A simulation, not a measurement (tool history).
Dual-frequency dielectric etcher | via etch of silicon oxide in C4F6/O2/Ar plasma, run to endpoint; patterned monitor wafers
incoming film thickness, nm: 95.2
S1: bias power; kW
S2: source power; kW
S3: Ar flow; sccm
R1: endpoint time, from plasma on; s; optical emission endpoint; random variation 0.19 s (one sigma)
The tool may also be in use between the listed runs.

{"run": 1, "hour": 0.0, "S1": 0.375, "S2": 0.38, "S3": 236, "R1": 22.364}
{"run": 2, "hour": 4.1, "S1": 0.312, "S2": 0.38, "S3": 236, "R1": 23.35}
{"run": 3, "hour": 8.1, "S1": 0.364, "S2": 0.38, "S3": 236, "R1": 22.606}
{"run": 4, "hour": 14.6, "S1": 0.338, "S2": 0.36, "S3": 239, "R1": 23.87}
{"run": 5, "hour": 20.4, "S1": 0.338, "S2": 0.36, "S3": 206, "R1": 23.39}
{"run": 6, "hour": 26.6, "S1": 0.338, "S2": 0.36, "S3": 190, "R1": 22.97}

The next listed run, before its measurement:
{"run": 7, "hour": 29.6, "S1": 0.316, "S2": 0.35, "S3": 192, "R1": "?"}

Run 7 gave R1 23.453 s.
